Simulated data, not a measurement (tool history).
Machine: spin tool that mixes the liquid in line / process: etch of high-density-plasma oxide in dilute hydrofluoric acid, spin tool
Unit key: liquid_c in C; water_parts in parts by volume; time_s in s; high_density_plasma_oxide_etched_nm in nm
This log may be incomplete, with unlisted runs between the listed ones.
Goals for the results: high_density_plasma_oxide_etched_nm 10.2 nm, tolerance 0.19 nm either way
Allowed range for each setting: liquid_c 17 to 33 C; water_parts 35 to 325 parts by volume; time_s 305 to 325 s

run    day  liquid_c  water_parts  time_s  high_density_plasma_oxide_etched_nm
  1      0        25          180     305                               9.0576
  2  0.092        26          180     305                               9.3942
  3  0.112        26          180     305                                9.408
  4  0.271        26          125     305                               14.514
  5  0.425        24          125     305                               13.477
  6  0.688        24          100     305                               17.229
  7  0.762      22.5          110     305                               14.602
  8    0.8      22.5          110     305                               14.545

Which of these 5 next moves meets every target?
  A  0.838      20.5          140     305                                    ?
  B  0.838        26           80     325                                    ?
  C  0.838        22          125     305                                    ?
  D  0.838      22.5          135     305                                    ?
  E  0.838      21.5          125     305                                    ?

move  high_density_plasma_oxide_etched_nm
   A                               10.356
   B                               25.794
   C                               12.516
   D                               11.687
   E                               12.269
A: all results land within tolerance of their targets
B: lands further from the targets than the last run did
C: an improvement on the last run, though not all results are within tolerance
D: an improvement on the last run, though not all results are within tolerance
E: an improvement on the last run, though not all results are within tolerance
The move that meets every target is A.
